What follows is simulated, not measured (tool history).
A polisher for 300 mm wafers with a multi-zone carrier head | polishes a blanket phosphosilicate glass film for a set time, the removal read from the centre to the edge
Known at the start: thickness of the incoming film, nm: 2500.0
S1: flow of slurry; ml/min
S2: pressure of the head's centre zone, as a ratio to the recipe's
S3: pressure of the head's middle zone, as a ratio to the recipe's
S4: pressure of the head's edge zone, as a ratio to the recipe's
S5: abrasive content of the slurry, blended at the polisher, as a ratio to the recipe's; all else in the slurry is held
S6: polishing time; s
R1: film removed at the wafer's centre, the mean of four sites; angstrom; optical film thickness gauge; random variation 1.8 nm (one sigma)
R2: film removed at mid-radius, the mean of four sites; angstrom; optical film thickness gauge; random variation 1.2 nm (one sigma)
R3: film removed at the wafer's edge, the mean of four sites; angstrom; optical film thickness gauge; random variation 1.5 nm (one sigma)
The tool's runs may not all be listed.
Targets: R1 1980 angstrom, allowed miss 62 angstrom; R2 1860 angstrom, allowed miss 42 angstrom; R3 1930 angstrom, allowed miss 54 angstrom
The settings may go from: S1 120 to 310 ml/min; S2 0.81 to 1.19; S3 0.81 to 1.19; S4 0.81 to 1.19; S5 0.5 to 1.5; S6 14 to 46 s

run	hour	S1	S2	S3	S4	S5	S6	R1	R2	R3
1	0	200	1	1	1	1	30	2756.2	2766	2754.3
2	6.7	230	1	1	1	1	30	2837.9	2787.4	2811.1
3	13	220	0.99	0.97	0.96	0.9	30	2672.5	2566.2	2587.7
4	15.8	265	0.99	0.97	0.96	0.9	30	2734	2646.1	2639.7
5	16.8	245	0.99	0.97	0.96	0.9	30	2672.7	2603.1	2621.9
6	21.2	235	0.98	0.94	0.92	0.8	30	2479.4	2357.9	2409.7
7	26	225	0.97	0.93	0.89	0.75	30	2339.3	2249.5	2245.7
8	28.9	210	0.96	0.91	0.87	0.75	30	2322.2	2170.2	2228.8
9	33.1	200	0.95	0.9	0.86	0.7	30	2199.7	2053.6	2123.2
10	41	200	0.95	0.9	0.86	0.7	30	2190.3	2061.7	2093
11	43.2	185	0.94	0.89	0.85	0.7	30	2148.9	1998.2	2096.5
12	47.8	175	0.94	0.89	0.84	0.7	30	2100.7	1974.4	2068.7
13	56.4	170	0.94	0.89	0.83	0.7	30	2075.4	1977.6	2033.7
14	65	160	0.94	0.89	0.83	0.7	30	2070.1	1954.5	2036.9
15	73	155	0.94	0.89	0.83	0.7	30	2071.4	1920.9	2035.1

Which of these 5 next moves meets every target?
A	81	210	1.15	1	0.81	0.5	33	?	?	?
B	81	245	1.1	0.94	0.81	0.5	34	?	?	?
C	81	160	0.96	0.92	0.88	0.7	28	?	?	?
D	81	190	1.08	0.89	0.84	0.6	31	?	?	?
E	81	210	0.96	1.01	0.81	0.55	32	?	?	?

move	R1	R2	R3
A	2141.7	1968.5	1805.6
B	2201.2	1966.8	1891.6
C	1970.9	1882	1941.5
D	2179.3	1889.1	1949.2
E	2017.9	2070.3	1881.9
A: takes the result that was furthest off past its target
B: brings the result that was furthest off to its target, and leaves another outside
C: meets every target
D: brings the result that was furthest off to its target, and leaves another outside
E: brings the result that was furthest off to its target, and leaves another outside
Answer: C
